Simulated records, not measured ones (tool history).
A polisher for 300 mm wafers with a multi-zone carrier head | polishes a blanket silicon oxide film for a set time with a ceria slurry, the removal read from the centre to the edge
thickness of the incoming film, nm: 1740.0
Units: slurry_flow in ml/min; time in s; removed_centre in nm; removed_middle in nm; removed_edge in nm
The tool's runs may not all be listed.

{"run": 1, "hour": 0.0, "slurry_flow": 155, "centre_zone": 1.0, "middle_zone": 1.0, "edge_zone": 1.0, "time": 32, "removed_centre": 190.55, "removed_middle": 191.93, "removed_edge": 194.89}
{"run": 2, "hour": 3.1, "slurry_flow": 140, "centre_zone": 0.98, "middle_zone": 0.97, "edge_zone": 0.97, "time": 28, "removed_centre": 159.97, "removed_middle": 162.45, "removed_edge": 164.99}
{"run": 3, "hour": 10.6, "slurry_flow": 140, "centre_zone": 0.98, "middle_zone": 0.91, "edge_zone": 0.97, "time": 28, "removed_centre": 160.45, "removed_middle": 155.66, "removed_edge": 165.26}
{"run": 4, "hour": 17.9, "slurry_flow": 130, "centre_zone": 0.97, "middle_zone": 0.89, "edge_zone": 0.96, "time": 25, "removed_centre": 141.42, "removed_middle": 133.72, "removed_edge": 142.66}
{"run": 5, "hour": 18.6, "slurry_flow": 155, "centre_zone": 0.97, "middle_zone": 0.89, "edge_zone": 0.96, "time": 25, "removed_centre": 146.89, "removed_middle": 134.27, "removed_edge": 146.66}
{"run": 6, "hour": 20.8, "slurry_flow": 155, "centre_zone": 0.94, "middle_zone": 0.88, "edge_zone": 0.94, "time": 23, "removed_centre": 130.23, "removed_middle": 122.7, "removed_edge": 136.4}
{"run": 7, "hour": 24.9, "slurry_flow": 130, "centre_zone": 0.92, "middle_zone": 0.88, "edge_zone": 0.84, "time": 14, "removed_centre": 74.453, "removed_middle": 72.93, "removed_edge": 78.731}
{"run": 8, "hour": 30.1, "slurry_flow": 150, "centre_zone": 0.92, "middle_zone": 0.88, "edge_zone": 0.85, "time": 14, "removed_centre": 77.572, "removed_middle": 75.992, "removed_edge": 78.544}
{"run": 9, "hour": 37.6, "slurry_flow": 150, "centre_zone": 0.92, "middle_zone": 0.88, "edge_zone": 0.88, "time": 14, "removed_centre": 77.683, "removed_middle": 74.632, "removed_edge": 79.944}
{"run": 10, "hour": 44.4, "slurry_flow": 155, "centre_zone": 0.92, "middle_zone": 0.89, "edge_zone": 0.92, "time": 14, "removed_centre": 78.946, "removed_middle": 76.74, "removed_edge": 84.017}
{"run": 11, "hour": 52.9, "slurry_flow": 155, "centre_zone": 0.92, "middle_zone": 0.89, "edge_zone": 0.92, "time": 14, "removed_centre": 78.759, "removed_middle": 77.098, "removed_edge": 84.019}
{"run": 12, "hour": 57.4, "slurry_flow": 165, "centre_zone": 0.93, "middle_zone": 0.9, "edge_zone": 0.94, "time": 14, "removed_centre": 80.761, "removed_middle": 78.409, "removed_edge": 84.299}
{"run": 13, "hour": 64.2, "slurry_flow": 195, "centre_zone": 0.93, "middle_zone": 0.92, "edge_zone": 1.04, "time": 17, "removed_centre": 100.71, "removed_middle": 102.33, "removed_edge": 108.43}
{"run": 14, "hour": 70.2, "slurry_flow": 185, "centre_zone": 0.93, "middle_zone": 0.91, "edge_zone": 1.02, "time": 17, "removed_centre": 98.804, "removed_middle": 97.244, "removed_edge": 106.05}
{"run": 15, "hour": 77.2, "slurry_flow": 175, "centre_zone": 0.93, "middle_zone": 0.91, "edge_zone": 1.0, "time": 17, "removed_centre": 98.809, "removed_middle": 98.378, "removed_edge": 104.47}
{"run": 16, "hour": 82.9, "slurry_flow": 170, "centre_zone": 0.93, "middle_zone": 0.9, "edge_zone": 0.98, "time": 17, "removed_centre": 98.28, "removed_middle": 94.011, "removed_edge": 104.03}
{"run": 17, "hour": 87.4, "slurry_flow": 165, "centre_zone": 0.93, "middle_zone": 0.9, "edge_zone": 0.97, "time": 17, "removed_centre": 96.845, "removed_middle": 97.063, "removed_edge": 101.94}
{"run": 18, "hour": 94.8, "slurry_flow": 165, "centre_zone": 0.92, "middle_zone": 0.89, "edge_zone": 0.96, "time": 17, "removed_centre": 95.426, "removed_middle": 94.023, "removed_edge": 102.5}
{"run": 19, "hour": 102.3, "slurry_flow": 160, "centre_zone": 0.92, "middle_zone": 0.89, "edge_zone": 0.95, "time": 17, "removed_centre": 94.783, "removed_middle": 93.926, "removed_edge": 101.72}

The next listed run, before its measurement:
{"run": 20, "hour": 105.1, "slurry_flow": 155, "centre_zone": 0.92, "middle_zone": 0.89, "edge_zone": 0.94, "time": 17, "removed_centre": "?", "removed_middle": "?", "removed_edge": "?"}

{"run 20": {"removed_centre": 96.056, "removed_middle": 93.592, "removed_edge": 99.443}}
